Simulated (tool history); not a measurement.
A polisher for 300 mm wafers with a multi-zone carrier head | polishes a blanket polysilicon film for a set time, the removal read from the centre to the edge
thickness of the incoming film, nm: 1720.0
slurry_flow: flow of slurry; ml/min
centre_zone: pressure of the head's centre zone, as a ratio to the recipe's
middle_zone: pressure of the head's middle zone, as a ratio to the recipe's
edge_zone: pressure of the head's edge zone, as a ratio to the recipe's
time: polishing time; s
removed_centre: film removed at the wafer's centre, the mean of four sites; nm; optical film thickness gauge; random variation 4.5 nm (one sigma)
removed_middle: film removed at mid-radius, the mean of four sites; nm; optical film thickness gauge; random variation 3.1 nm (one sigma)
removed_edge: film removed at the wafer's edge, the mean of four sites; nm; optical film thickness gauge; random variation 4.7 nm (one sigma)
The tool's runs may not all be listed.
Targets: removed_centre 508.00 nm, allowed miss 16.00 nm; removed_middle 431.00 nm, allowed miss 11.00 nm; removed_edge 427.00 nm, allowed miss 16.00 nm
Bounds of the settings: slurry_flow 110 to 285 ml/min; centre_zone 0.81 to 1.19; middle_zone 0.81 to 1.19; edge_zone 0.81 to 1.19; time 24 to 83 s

run,hour,slurry_flow,centre_zone,middle_zone,edge_zone,time,removed_centre,removed_middle,removed_edge
1,0.0,180,1.00,1.00,1.00,53,632.81,626.33,618.22
2,6.4,180,1.01,0.99,0.98,51,599.22,596.43,587.27
3,10.2,180,1.01,0.99,0.98,41,489.46,474.74,478.22
4,18.9,180,1.01,1.07,0.98,41,480.54,506.47,474.21
5,27.4,180,1.01,1.07,0.91,41,487.40,503.64,457.62
6,31.6,175,1.02,1.06,0.90,41,487.13,506.25,464.13
7,34.1,225,1.12,0.96,0.86,33,443.96,389.93,379.09
8,36.3,225,1.13,0.96,0.87,33,451.56,388.92,374.86
9,41.8,260,1.14,0.98,0.97,37,514.83,448.29,441.45
10,43.9,250,1.15,0.97,0.95,37,523.08,443.30,430.75

Which of these 4 next moves meets every target?
A,46.0,270,1.19,1.09,0.87,36,?,?,?
B,46.0,260,1.19,1.03,1.00,37,?,?,?
C,46.0,280,1.12,0.98,0.87,38,?,?,?
D,46.0,260,1.14,0.97,0.96,36,?,?,?

move,removed_centre,removed_middle,removed_edge
A,518.38,474.34,408.91
B,530.17,464.11,447.46
C,518.76,462.28,433.46
D,495.29,430.95,427.26
A: further off than the last run
B: further off than the last run
C: further off than the last run
D: meets every target
Move D is the one to make.
